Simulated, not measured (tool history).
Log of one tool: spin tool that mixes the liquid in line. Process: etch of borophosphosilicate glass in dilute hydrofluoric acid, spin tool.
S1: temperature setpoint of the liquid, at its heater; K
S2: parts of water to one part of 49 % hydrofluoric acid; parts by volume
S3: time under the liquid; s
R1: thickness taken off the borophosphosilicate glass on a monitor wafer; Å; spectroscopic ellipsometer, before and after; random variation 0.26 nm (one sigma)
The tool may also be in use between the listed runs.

run  hour      S1   S2  S3      R1
  1     0  295.15  140  65   169.9
  2   8.9  296.65  140  65  181.26
  3  11.2  296.65  140  65  181.19
  4  18.1  296.65  185  65  128.32
  5  21.4  298.65  145  65   187.2
  6  27.8  298.65  145  65  186.32

The next listed run, before its measurement:
  7  28.8  300.15  120  65   ?

R1: 248.31 Å
